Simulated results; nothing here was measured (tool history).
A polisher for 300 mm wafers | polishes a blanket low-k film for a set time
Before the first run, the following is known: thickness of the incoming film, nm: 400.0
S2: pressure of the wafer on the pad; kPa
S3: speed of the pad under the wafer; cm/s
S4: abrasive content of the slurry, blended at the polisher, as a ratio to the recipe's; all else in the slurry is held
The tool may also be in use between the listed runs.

Run 1, hour 0.0: flow of slurry (ml/min) 125, S2 9.7 kPa, S3 112 cm/s, S4 1.0, polishing time (s) 59. Result: film removed (angstrom) 160.080.
Run 2, hour 7.7: flow of slurry (ml/min) 125, S2 9.0 kPa, S3 112 cm/s, S4 1.0, polishing time (s) 59. Result: film removed (angstrom) 151.330.
Run 3, hour 9.4: flow of slurry (ml/min) 125, S2 9.0 kPa, S3 112 cm/s, S4 1.0, polishing time (s) 59. Result: film removed (angstrom) 150.140.
Run 4, hour 16.8: flow of slurry (ml/min) 125, S2 8.3 kPa, S3 112 cm/s, S4 1.0, polishing time (s) 59. Result: film removed (angstrom) 139.450.
Run 5, hour 18.2: flow of slurry (ml/min) 125, S2 7.6 kPa, S3 112 cm/s, S4 1.0, polishing time (s) 59. Result: film removed (angstrom) 129.080.
Run 6, hour 26.9: flow of slurry (ml/min) 120, S2 6.2 kPa, S3 110 cm/s, S4 1.0, polishing time (s) 59. Result: film removed (angstrom) 102.610.
Run 7, hour 28.2: flow of slurry (ml/min) 110, S2 6.2 kPa, S3 110 cm/s, S4 1.0, polishing time (s) 59. Result: film removed (angstrom) 100.660.
Run 8, hour 32.3: flow of slurry (ml/min) 100, S2 5.5 kPa, S3 110 cm/s, S4 1.0, polishing time (s) 59. Result: film removed (angstrom) 90.068.

Run 9 comes next. What will it give?
Run 9, hour 37.3: flow of slurry (ml/min) 105, S2 5.5 kPa, S3 110 cm/s, S4 1.0, polishing time (s) 59. Result: film removed (angstrom) ?.

Run 9 measured film removed (angstrom) 89.667.

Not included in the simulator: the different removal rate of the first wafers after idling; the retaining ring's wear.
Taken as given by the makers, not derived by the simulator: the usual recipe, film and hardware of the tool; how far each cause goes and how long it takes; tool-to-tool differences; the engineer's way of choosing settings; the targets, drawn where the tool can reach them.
